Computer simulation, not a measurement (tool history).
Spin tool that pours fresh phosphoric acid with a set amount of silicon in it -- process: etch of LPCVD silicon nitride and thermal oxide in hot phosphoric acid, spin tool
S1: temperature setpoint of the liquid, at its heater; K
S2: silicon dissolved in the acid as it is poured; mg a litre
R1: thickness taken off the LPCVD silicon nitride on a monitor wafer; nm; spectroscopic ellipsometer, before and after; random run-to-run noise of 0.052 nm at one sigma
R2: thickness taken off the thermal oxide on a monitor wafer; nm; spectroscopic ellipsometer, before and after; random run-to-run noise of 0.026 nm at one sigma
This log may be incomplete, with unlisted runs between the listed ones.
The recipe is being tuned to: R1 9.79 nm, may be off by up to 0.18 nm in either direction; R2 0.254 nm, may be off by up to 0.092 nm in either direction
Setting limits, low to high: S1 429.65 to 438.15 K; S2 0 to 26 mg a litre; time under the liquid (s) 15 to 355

Run 1, hour 0: S1 433.15 K, S2 11.5 mg a litre, time under the liquid (s) 180. Result: R1 13.405 nm, R2 0.35347 nm.
Run 2, hour 2: S1 433.15 K, S2 14 mg a litre, time under the liquid (s) 180. Result: R1 13.329 nm, R2 0.31218 nm.
Run 3, hour 4.9: S1 434.65 K, S2 14 mg a litre, time under the liquid (s) 180. Result: R1 14.206 nm, R2 0.41452 nm.
Run 4, hour 5.6: S1 434.15 K, S2 13 mg a litre, time under the liquid (s) 175. Result: R1 13.268 nm, R2 0.28651 nm.
Run 5, hour 12: S1 434.15 K, S2 17 mg a litre, time under the liquid (s) 175. Result: R1 13.546 nm, R2 0.3357 nm.
Run 6, hour 17.9: S1 433.65 K, S2 15.5 mg a litre, time under the liquid (s) 170. Result: R1 12.962 nm, R2 0.30556 nm.
Run 7, hour 23.1: S1 433.15 K, S2 13.5 mg a litre, time under the liquid (s) 165. Result: R1 12.269 nm, R2 0.32064 nm.
Run 8, hour 29.6: S1 432.65 K, S2 13.5 mg a litre, time under the liquid (s) 160. Result: R1 11.606 nm, R2 0.2729 nm.
At hour 37.3: thermometer replaced.
Run 9, hour 37.3: S1 432.15 K, S2 12.5 mg a litre, time under the liquid (s) 160. Result: R1 12.355 nm, R2 0.3355 nm.
Run 10, hour 39.5: S1 432.15 K, S2 13 mg a litre, time under the liquid (s) 155. Result: R1 12.096 nm, R2 0.34104 nm.

Next run, 4 choices. One meets every target within its allowed miss, the rest don't. Which?
Run A, hour 41.7: S1 431.65 K, S2 12 mg a litre, time under the liquid (s) 185. Result: R1 ?, R2 ?.
Run B, hour 41.7: S1 430.15 K, S2 10.5 mg a litre, time under the liquid (s) 135. Result: R1 ?, R2 ?.
Run C, hour 41.7: S1 430.15 K, S2 6 mg a litre, time under the liquid (s) 180. Result: R1 ?, R2 ?.
Run D, hour 41.7: S1 436.65 K, S2 20.5 mg a litre, time under the liquid (s) 175. Result: R1 ?, R2 ?.

move      R1       R2
   A   14.11  0.34585
   B  9.7855  0.23344
   C  13.047  0.34272
   D  15.776  0.37956
A: moves away from the targets compared with the last run
B: every result lands within tolerance
C: moves away from the targets compared with the last run
D: moves away from the targets compared with the last run
Move B is the one to make.

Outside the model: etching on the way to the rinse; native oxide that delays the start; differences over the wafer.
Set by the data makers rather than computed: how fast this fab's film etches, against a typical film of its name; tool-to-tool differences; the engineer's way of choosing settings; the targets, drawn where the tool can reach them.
